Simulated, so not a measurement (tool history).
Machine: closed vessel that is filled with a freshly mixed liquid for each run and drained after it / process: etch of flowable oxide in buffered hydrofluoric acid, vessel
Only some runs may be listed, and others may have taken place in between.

run,hour,temperature setpoint of the liquid (C),parts of 40 % ammonium fluoride to one part of 49 % hydrofluoric acid (parts by volume),time in the liquid (s),thickness taken off the flowable oxide on a monitor wafer (nm)
1,0.0,21.0,9.0,85,276.92
2,3.7,21.0,11.0,85,231.47
3,8.8,21.0,11.0,85,232.10
4,16.0,22.5,11.0,85,256.24
5,24.4,22.5,10.0,85,274.76
6,29.7,19.5,10.0,85,235.12

Expected results for the next run?
7,37.3,21.5,10.0,85,?

thickness taken off the flowable oxide on a monitor wafer (nm): 262.21

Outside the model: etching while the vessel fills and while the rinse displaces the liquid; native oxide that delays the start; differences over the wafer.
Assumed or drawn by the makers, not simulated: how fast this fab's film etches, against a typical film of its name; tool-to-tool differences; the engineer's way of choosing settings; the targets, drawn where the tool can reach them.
